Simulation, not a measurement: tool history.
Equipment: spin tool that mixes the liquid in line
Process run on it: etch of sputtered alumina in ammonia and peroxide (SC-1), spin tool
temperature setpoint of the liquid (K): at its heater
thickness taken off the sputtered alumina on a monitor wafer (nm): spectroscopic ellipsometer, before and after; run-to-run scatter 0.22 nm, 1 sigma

run	hour	temperature setpoint of the liquid (K)	parts of 29 % ammonia solution to one part of 30 % peroxide (parts by volume)	time under the liquid (s)	thickness taken off the sputtered alumina on a monitor wafer (nm)
1	0	330.15	0.5	190	20.628
2	7.2	330.15	0.4	190	20.076
3	10.5	330.15	0.25	190	19.154
4	18.1	332.15	0.25	190	21.378
5	20.7	332.15	0.2	190	21.01
6	27.4	334.15	0.2	190	23.177
7	30.9	335.65	0.2	190	25.143
8	39.5	336.65	0.2	190	26.543
9	43.9	337.65	0.2	190	27.949

What does the tool deliver on the next run?
10	50	338.15	0.2	190	?

thickness taken off the sputtered alumina on a monitor wafer (nm): 28.415
